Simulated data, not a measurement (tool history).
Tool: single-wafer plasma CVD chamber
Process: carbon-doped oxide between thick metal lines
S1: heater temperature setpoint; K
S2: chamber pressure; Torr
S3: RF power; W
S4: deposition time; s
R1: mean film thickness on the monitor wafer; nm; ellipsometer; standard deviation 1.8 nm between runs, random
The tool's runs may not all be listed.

run 1 hour=0 | S1=643.15 S2=4.58 S3=625 S4=106 | R1=542.4
run 2 hour=9 | S1=644.15 S2=4.39 S3=615 S4=106 | R1=535.32
run 3 hour=9.9 | S1=645.15 S2=4.27 S3=600 S4=106 | R1=524.38
run 4 hour=13.2 | S1=646.15 S2=4.14 S3=590 S4=106 | R1=518.55
run 5 hour=18 | S1=646.15 S2=4.14 S3=590 S4=106 | R1=517.3
run 6 hour=22.8 | S1=647.15 S2=4.03 S3=580 S4=106 | R1=515.27
run 7 hour=31.3 | S1=647.15 S2=4.02 S3=565 S4=106 | R1=512.58

Run 8 is up next; what results do you expect?
run 8 hour=39.7 | S1=647.15 S2=3.95 S3=550 S4=106 | R1=?

R1: 501.67 nm
